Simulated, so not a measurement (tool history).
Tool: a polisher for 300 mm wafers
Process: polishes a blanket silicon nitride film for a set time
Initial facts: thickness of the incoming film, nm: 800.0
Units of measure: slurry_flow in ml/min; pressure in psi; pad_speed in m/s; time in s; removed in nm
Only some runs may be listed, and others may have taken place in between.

{"run": 1, "hour": 0.0, "slurry_flow": 305, "pressure": 3.0, "pad_speed": 1.34, "time": 120, "removed": 204.59}
{"run": 2, "hour": 4.4, "slurry_flow": 305, "pressure": 3.3, "pad_speed": 1.34, "time": 120, "removed": 224.74}
{"run": 3, "hour": 10.9, "slurry_flow": 305, "pressure": 3.5, "pad_speed": 1.34, "time": 120, "removed": 239.83}
{"run": 4, "hour": 12.0, "slurry_flow": 305, "pressure": 2.8, "pad_speed": 1.34, "time": 120, "removed": 191.01}
{"run": 5, "hour": 19.6, "slurry_flow": 305, "pressure": 2.4, "pad_speed": 1.34, "time": 120, "removed": 166.49}
{"run": 6, "hour": 28.6, "slurry_flow": 305, "pressure": 2.8, "pad_speed": 1.34, "time": 120, "removed": 190.15}
{"run": 7, "hour": 33.6, "slurry_flow": 305, "pressure": 3.2, "pad_speed": 1.36, "time": 120, "removed": 219.65}

Forecast run 8:
{"run": 8, "hour": 37.9, "slurry_flow": 305, "pressure": 3.4, "pad_speed": 1.36, "time": 120, "removed": "?"}

Run 8 yielded removed 232.86 nm.
